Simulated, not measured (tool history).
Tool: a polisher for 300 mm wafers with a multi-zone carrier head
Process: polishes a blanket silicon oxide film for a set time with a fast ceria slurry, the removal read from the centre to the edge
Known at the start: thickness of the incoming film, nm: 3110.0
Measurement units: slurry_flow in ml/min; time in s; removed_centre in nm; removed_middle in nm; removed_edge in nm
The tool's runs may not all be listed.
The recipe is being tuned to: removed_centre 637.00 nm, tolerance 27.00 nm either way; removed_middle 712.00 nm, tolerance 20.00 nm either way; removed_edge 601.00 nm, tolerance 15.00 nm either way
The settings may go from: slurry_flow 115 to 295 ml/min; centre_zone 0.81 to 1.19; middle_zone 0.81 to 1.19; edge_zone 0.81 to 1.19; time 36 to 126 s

Run 1, hour 0.0: slurry_flow 190 ml/min, centre_zone 1.00, middle_zone 1.00, edge_zone 1.00, time 81 s. Result: removed_centre 1061.10 nm, removed_middle 1103.10 nm, removed_edge 1053.70 nm.
Run 2, hour 1.3: slurry_flow 175 ml/min, centre_zone 1.00, middle_zone 1.00, edge_zone 1.00, time 81 s. Result: removed_centre 1053.30 nm, removed_middle 1085.40 nm, removed_edge 1047.20 nm.
Run 3, hour 5.5: slurry_flow 175 ml/min, centre_zone 1.00, middle_zone 1.00, edge_zone 1.00, time 71 s. Result: removed_centre 933.85 nm, removed_middle 943.43 nm, removed_edge 906.86 nm.
Run 4, hour 9.5: slurry_flow 175 ml/min, centre_zone 1.00, middle_zone 1.00, edge_zone 1.00, time 58 s. Result: removed_centre 744.66 nm, removed_middle 779.11 nm, removed_edge 762.89 nm.
Run 5, hour 12.8: slurry_flow 170 ml/min, centre_zone 1.00, middle_zone 1.01, edge_zone 0.97, time 56 s. Result: removed_centre 710.12 nm, removed_middle 749.87 nm, removed_edge 708.35 nm.
Run 6, hour 19.3: slurry_flow 170 ml/min, centre_zone 1.00, middle_zone 1.01, edge_zone 0.97, time 48 s. Result: removed_centre 636.01 nm, removed_middle 640.58 nm, removed_edge 611.43 nm.
Run 7, hour 20.1: slurry_flow 175 ml/min, centre_zone 1.00, middle_zone 1.03, edge_zone 0.97, time 48 s. Result: removed_centre 616.53 nm, removed_middle 659.82 nm, removed_edge 608.04 nm.
Run 8, hour 28.8: slurry_flow 180 ml/min, centre_zone 1.01, middle_zone 1.04, edge_zone 0.97, time 48 s. Result: removed_centre 631.57 nm, removed_middle 665.71 nm, removed_edge 605.78 nm.
Run 9, hour 30.5: slurry_flow 185 ml/min, centre_zone 1.01, middle_zone 1.05, edge_zone 0.97, time 48 s. Result: removed_centre 630.09 nm, removed_middle 679.11 nm, removed_edge 617.09 nm.

Pick the move, out of 4, that brings all results within their allowed miss; only one does.
Run A, hour 32.2: slurry_flow 170 ml/min, centre_zone 1.06, middle_zone 1.19, edge_zone 0.87, time 47 s. Result: removed_centre ?, removed_middle ?, removed_edge ?.
Run B, hour 32.2: slurry_flow 175 ml/min, centre_zone 1.02, middle_zone 1.00, edge_zone 0.97, time 47 s. Result: removed_centre ?, removed_middle ?, removed_edge ?.
Run C, hour 32.2: slurry_flow 225 ml/min, centre_zone 1.01, middle_zone 1.12, edge_zone 0.92, time 47 s. Result: removed_centre ?, removed_middle ?, removed_edge ?.
Run D, hour 32.2: slurry_flow 165 ml/min, centre_zone 0.99, middle_zone 1.06, edge_zone 0.92, time 51 s. Result: removed_centre ?, removed_middle ?, removed_edge ?.

move  removed_centre  removed_middle  removed_edge
   A          653.44          706.58        570.84
   B          631.39          633.71        603.63
   C          651.65          707.47        604.26
   D          657.65          706.90        633.93
A: gets the furthest-off result to its target, but another result is out of tolerance
B: moves away from the targets compared with the last run
C: all results in spec
D: gets the furthest-off result to its target, but another result is out of tolerance
C meets every target.
